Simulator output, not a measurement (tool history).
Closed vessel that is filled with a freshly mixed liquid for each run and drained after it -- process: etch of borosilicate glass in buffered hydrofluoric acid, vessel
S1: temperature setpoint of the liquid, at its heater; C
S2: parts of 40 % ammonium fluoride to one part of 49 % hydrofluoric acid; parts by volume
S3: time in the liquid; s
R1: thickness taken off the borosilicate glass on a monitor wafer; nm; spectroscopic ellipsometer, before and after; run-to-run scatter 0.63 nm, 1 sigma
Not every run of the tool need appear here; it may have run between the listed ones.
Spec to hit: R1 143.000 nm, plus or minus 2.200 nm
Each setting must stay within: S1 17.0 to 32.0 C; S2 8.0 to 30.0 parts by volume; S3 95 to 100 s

run 1 day=0.000 | S1=24.0 S2=21.5 S3=95 | R1=54.930
run 2 day=0.225 | S1=27.5 S2=21.5 S3=95 | R1=66.536
run 3 day=0.542 | S1=27.5 S2=21.5 S3=100 | R1=69.963
run 4 day=0.662 | S1=28.5 S2=19.0 S3=100 | R1=81.035
run 5 day=0.804 | S1=29.0 S2=17.0 S3=100 | R1=94.292
run 6 day=1.108 | S1=29.5 S2=16.0 S3=100 | R1=101.680
run 7 day=1.412 | S1=30.0 S2=15.5 S3=100 | R1=107.950
run 8 day=1.667 | S1=30.5 S2=15.0 S3=100 | R1=113.820
run 9 day=1.992 | S1=31.0 S2=14.5 S3=100 | R1=120.730
run 10 day=2.096 | S1=31.0 S2=14.0 S3=100 | R1=125.980
run 11 day=2.138 | S1=31.5 S2=13.0 S3=100 | R1=137.860

Below are 5 possible settings for the next run. Only one of them brings all results inside the allowed miss of their targets. Which is it?
run A day=2.179 | S1=31.0 S2=12.0 S3=95 | R1=?
run B day=2.179 | S1=32.0 S2=13.5 S3=100 | R1=?
run C day=2.179 | S1=32.0 S2=13.0 S3=100 | R1=?
run D day=2.179 | S1=31.0 S2=13.0 S3=95 | R1=?
run E day=2.179 | S1=29.0 S2=11.0 S3=95 | R1=?

move=A R1=139.090
move=B R1=137.250
move=C R1=142.440
move=D R1=128.550
move=E R1=136.650
A: nearer the targets than the last run, but a result is still out of spec
B: moves away from the targets compared with the last run
C: all results land within tolerance of their targets
D: moves away from the targets compared with the last run
E: moves away from the targets compared with the last run
C meets every target.

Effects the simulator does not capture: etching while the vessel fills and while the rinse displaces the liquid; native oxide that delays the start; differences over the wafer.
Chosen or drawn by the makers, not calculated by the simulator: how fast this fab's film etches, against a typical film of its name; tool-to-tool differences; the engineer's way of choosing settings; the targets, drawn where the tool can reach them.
